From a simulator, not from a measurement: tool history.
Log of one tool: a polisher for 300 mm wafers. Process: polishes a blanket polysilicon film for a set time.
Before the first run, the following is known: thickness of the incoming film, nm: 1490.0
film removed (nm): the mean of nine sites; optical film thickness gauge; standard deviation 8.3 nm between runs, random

run	hour	flow of slurry (ml/min)	pressure of the wafer on the pad (psi)	speed of the pad under the wafer (m/s)	polishing time (s)	film removed (nm)
1	0	290	2.3	1.04	59	397.8
2	1.4	355	2.3	1.04	59	405.05
3	8.8	355	2.4	1.04	59	416.25
4	10.7	355	2.4	1.22	59	486.18
5	16.1	355	2.4	1.4	59	536.32
6	20.9	355	1.9	1.4	59	482.33
7	26.3	355	2	1.4	59	504.2
8	32.2	355	2.1	1.4	59	501.49
9	37.7	355	2.2	1.4	59	522.33
10	38.5	355	2.3	1.4	59	550.97

What will run 11 give?
11	40.2	355	2.4	1.4	59	?

film removed (nm): 533.96
